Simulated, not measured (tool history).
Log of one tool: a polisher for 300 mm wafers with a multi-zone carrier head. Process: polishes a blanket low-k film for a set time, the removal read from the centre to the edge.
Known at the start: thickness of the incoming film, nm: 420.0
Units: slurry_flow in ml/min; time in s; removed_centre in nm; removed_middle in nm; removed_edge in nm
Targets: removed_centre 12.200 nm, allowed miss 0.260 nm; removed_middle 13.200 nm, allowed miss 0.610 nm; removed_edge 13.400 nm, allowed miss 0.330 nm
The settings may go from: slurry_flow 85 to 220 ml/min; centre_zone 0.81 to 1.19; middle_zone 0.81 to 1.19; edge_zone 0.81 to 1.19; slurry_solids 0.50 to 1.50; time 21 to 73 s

run,hour,slurry_flow,centre_zone,middle_zone,edge_zone,slurry_solids,time,removed_centre,removed_middle,removed_edge
1,0.0,140,1.00,1.00,1.00,1.00,47,17.221,17.788,18.126
2,7.9,105,1.00,1.00,1.00,1.00,47,16.255,16.316,17.428
3,12.6,90,1.00,1.00,1.00,1.00,47,15.319,15.523,16.743
4,20.1,90,1.00,1.00,1.00,1.00,41,13.414,13.510,14.697
5,21.3,90,0.99,1.00,0.97,1.00,41,13.380,13.372,14.708
6,23.6,90,0.99,1.00,0.97,1.10,41,13.842,14.087,15.307
# hour 26.3: edge zone pressure recalibrated
7,26.3,95,0.91,1.02,0.87,0.90,41,11.866,13.679,12.856
8,34.0,95,0.91,1.01,0.88,0.90,41,11.832,13.079,12.828
9,40.4,100,0.91,1.01,0.89,0.90,41,12.091,13.433,13.032

Which of these 4 next moves meets every target?
A,46.8,90,0.93,1.00,0.95,0.95,41,?,?,?
B,46.8,120,0.92,0.97,0.84,1.00,37,?,?,?
C,46.8,90,0.97,1.01,0.95,1.05,37,?,?,?
D,46.8,90,0.94,1.03,0.86,0.75,45,?,?,?

move,removed_centre,removed_middle,removed_edge
A,12.205,13.428,13.470
B,12.168,13.048,12.451
C,12.016,12.774,12.708
D,12.081,13.481,12.643
A: meets every target
B: further off than the last run
C: further off than the last run
D: further off than the last run
Answer: A
